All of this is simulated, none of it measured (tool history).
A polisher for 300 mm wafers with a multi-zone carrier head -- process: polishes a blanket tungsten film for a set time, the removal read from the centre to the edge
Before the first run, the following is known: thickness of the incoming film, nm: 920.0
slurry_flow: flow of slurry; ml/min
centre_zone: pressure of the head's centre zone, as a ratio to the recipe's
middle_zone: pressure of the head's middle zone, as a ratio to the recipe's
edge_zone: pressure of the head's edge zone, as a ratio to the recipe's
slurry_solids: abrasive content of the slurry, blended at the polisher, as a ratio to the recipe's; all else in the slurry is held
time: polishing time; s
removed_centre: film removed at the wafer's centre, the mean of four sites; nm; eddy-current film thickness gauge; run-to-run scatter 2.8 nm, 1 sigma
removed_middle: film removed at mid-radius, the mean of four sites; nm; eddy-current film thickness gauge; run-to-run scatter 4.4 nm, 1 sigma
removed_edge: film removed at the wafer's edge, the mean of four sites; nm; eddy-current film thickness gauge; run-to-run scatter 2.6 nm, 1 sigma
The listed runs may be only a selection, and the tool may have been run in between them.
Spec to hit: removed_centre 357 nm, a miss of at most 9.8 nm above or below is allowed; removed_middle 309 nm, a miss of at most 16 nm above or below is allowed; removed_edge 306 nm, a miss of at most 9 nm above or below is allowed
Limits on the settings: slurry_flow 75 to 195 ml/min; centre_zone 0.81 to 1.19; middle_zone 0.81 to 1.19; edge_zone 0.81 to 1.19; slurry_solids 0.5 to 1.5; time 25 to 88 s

run	hour	slurry_flow	centre_zone	middle_zone	edge_zone	slurry_solids	time	removed_centre	removed_middle	removed_edge
1	0	125	1	1	1	1	56	255.82	259.24	258.24
2	2.9	125	1	1	1	1	65	296.95	301.32	302.73
3	9.7	125	0.96	1	1	1	65	284.94	302.01	305.91
4	16.4	125	0.96	1	1	1	52	228.21	244.62	246.6
5	22	140	1.01	1	1.03	1.15	53	265.03	255.29	269.13
6	26.4	140	1.01	1	0.97	1.15	53	267.58	262.63	262.22
7	35	175	1.11	1.06	1.05	1.4	54	337.52	315.69	306.32
8	37.3	180	1.12	1.05	1.05	1.4	54	348.57	321.08	310.47

Consider the 4 candidate settings below. Which is the only one whose results all fall within their allowed miss of target?
A	39.6	155	1.17	1.04	1.02	1.45	55	?	?	?
B	39.6	175	1.08	0.95	1.08	1.4	56	?	?	?
C	39.6	150	1.06	1.02	1.02	1.3	58	?	?	?
D	39.6	185	1.14	0.97	0.99	1.5	57	?	?	?

move	removed_centre	removed_middle	removed_edge
A	358.08	313.88	305
B	343.97	301.82	323.01
C	327.19	312.23	309.17
D	382.99	323.21	324.51
A: in spec on every target
B: further off than the last run
C: further off than the last run
D: moves the result that the last run missed by most past its target, out the other side
The right move is A.

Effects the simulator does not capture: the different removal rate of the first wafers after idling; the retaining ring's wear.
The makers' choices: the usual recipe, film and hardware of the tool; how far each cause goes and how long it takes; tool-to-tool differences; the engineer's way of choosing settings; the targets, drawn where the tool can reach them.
